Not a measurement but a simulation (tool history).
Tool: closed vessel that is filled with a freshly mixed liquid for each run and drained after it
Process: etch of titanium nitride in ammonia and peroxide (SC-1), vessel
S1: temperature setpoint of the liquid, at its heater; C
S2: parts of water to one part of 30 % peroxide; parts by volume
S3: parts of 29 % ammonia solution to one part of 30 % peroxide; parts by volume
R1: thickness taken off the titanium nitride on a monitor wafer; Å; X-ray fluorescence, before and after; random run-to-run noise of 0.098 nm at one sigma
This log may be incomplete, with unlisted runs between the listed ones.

Run 1, hour 0.0: S1 47.0 C, S2 16.5 parts by volume, S3 0.85 parts by volume, time in the liquid (s) 130. Result: R1 92.47 Å.
Run 2, hour 3.6: S1 48.5 C, S2 16.5 parts by volume, S3 0.85 parts by volume, time in the liquid (s) 130. Result: R1 100.37 Å.
Run 3, hour 11.7: S1 51.5 C, S2 16.5 parts by volume, S3 0.85 parts by volume, time in the liquid (s) 130. Result: R1 125.26 Å.
Run 4, hour 15.1: S1 51.5 C, S2 16.5 parts by volume, S3 1.15 parts by volume, time in the liquid (s) 130. Result: R1 132.10 Å.
At hour 20.3: new drum of ammonia solution connected.
Run 5, hour 20.3: S1 52.5 C, S2 16.5 parts by volume, S3 1.15 parts by volume, time in the liquid (s) 130. Result: R1 140.74 Å.
Run 6, hour 27.1: S1 52.5 C, S2 16.5 parts by volume, S3 1.00 parts by volume, time in the liquid (s) 130. Result: R1 139.23 Å.
Run 7, hour 35.3: S1 53.0 C, S2 16.5 parts by volume, S3 1.00 parts by volume, time in the liquid (s) 130. Result: R1 144.17 Å.
Run 8, hour 37.7: S1 53.5 C, S2 16.5 parts by volume, S3 1.00 parts by volume, time in the liquid (s) 130. Result: R1 148.26 Å.

What will run 9 give?
Run 9, hour 44.6: S1 57.5 C, S2 16.5 parts by volume, S3 1.00 parts by volume, time in the liquid (s) 130. Result: R1 ?.

R1: 195.23 Å

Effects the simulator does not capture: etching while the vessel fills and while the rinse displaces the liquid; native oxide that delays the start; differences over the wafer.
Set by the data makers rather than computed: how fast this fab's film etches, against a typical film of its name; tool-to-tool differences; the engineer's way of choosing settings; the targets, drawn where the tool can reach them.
